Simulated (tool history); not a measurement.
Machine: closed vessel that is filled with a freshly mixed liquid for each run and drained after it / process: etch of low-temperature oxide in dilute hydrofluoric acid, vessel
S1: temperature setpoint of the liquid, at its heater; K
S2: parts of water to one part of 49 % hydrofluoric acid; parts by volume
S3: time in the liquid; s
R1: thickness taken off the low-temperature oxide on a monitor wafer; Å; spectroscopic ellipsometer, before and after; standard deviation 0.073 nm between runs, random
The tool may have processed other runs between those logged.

{"run": 1, "hour": 0.0, "S1": 297.15, "S2": 195, "S3": 35, "R1": 54.355}
{"run": 2, "hour": 4.8, "S1": 299.15, "S2": 170, "S3": 35, "R1": 68.427}
{"run": 3, "hour": 10.7, "S1": 300.65, "S2": 155, "S3": 35, "R1": 81.168}
{"run": 4, "hour": 18.1, "S1": 300.65, "S2": 190, "S3": 35, "R1": 62.489}
{"run": 5, "hour": 24.9, "S1": 301.65, "S2": 170, "S3": 35, "R1": 75.095}
{"run": 6, "hour": 27.8, "S1": 305.15, "S2": 170, "S3": 35, "R1": 84.799}
{"run": 7, "hour": 28.9, "S1": 305.15, "S2": 155, "S3": 35, "R1": 94.137}
{"run": 8, "hour": 38.1, "S1": 305.15, "S2": 145, "S3": 35, "R1": 102.87}
{"run": 9, "hour": 40.8, "S1": 305.15, "S2": 140, "S3": 35, "R1": 106.95}
{"run": 10, "hour": 42.8, "S1": 305.15, "S2": 135, "S3": 35, "R1": 111.69}
{"run": 11, "hour": 46.4, "S1": 305.15, "S2": 120, "S3": 35, "R1": 129.93}

Predict the results of run 12:
{"run": 12, "hour": 55.6, "S1": 304.65, "S2": 120, "S3": 35, "R1": "?"}

R1: 127.070 Å
